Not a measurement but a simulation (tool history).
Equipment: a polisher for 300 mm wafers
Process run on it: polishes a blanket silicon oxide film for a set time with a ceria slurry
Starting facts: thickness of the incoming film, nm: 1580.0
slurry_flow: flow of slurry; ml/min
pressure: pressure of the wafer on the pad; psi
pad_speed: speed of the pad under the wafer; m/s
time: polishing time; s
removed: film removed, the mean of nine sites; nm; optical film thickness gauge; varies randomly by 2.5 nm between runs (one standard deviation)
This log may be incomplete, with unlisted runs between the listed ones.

| run | hour | slurry_flow | pressure | pad_speed | time | removed |
|---|---|---|---|---|---|---|
| 1 | 0 | 275 | 3 | 1.16 | 48 | 241.38 |
| 2 | 4 | 275 | 3.1 | 1.16 | 48 | 253.14 |
| 3 | 4.6 | 340 | 3.1 | 1.16 | 48 | 253.4 |
| 4 | 6.8 | 340 | 3.1 | 0.94 | 48 | 203.44 |
| 5 | 10.4 | 340 | 3.1 | 0.94 | 44 | 187.33 |
| 6 | 19.2 | 340 | 3.3 | 0.94 | 44 | 197.35 |

Run 7, settings as shown, results not yet in. Your forecast:
| 7 | 22.5 | 340 | 3.6 | 0.94 | 44 | ? |

removed: 214.49 nm

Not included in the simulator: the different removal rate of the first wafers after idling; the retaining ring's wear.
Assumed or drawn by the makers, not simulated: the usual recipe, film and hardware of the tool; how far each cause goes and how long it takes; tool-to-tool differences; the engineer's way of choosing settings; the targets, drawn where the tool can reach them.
